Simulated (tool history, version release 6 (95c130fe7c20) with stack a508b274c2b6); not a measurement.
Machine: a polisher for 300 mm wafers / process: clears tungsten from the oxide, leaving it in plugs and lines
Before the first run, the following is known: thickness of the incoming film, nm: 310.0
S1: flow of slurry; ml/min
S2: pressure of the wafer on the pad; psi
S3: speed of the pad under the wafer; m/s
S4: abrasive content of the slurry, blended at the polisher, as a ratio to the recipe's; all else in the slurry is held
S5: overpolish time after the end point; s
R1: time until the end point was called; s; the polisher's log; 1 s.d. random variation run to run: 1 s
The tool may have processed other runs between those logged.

run,day,S1,S2,S3,S4,S5,R1
1,0,195,2.8,0.96,1,32,90.141
2,0.092,195,2.8,0.96,1,34,90.808
3,0.212,190,2.6,0.96,1,34,98.515
4,0.558,185,2.5,0.96,1,34,102.2
5,0.646,185,3,0.96,1,34,84.065
6,0.796,185,3,0.96,1,34,85.007
7,1.129,180,2.7,0.96,1,34,94.956
8,1.304,180,2.5,0.96,1,34,103.59
9,1.479,170,2.4,0.96,1,34,107.87
10,1.633,165,2.3,0.96,1,34,112.65

Run 11 is up next; what results do you expect?
11,1.921,160,2.2,0.96,1,34,?

R1: 118.25 s
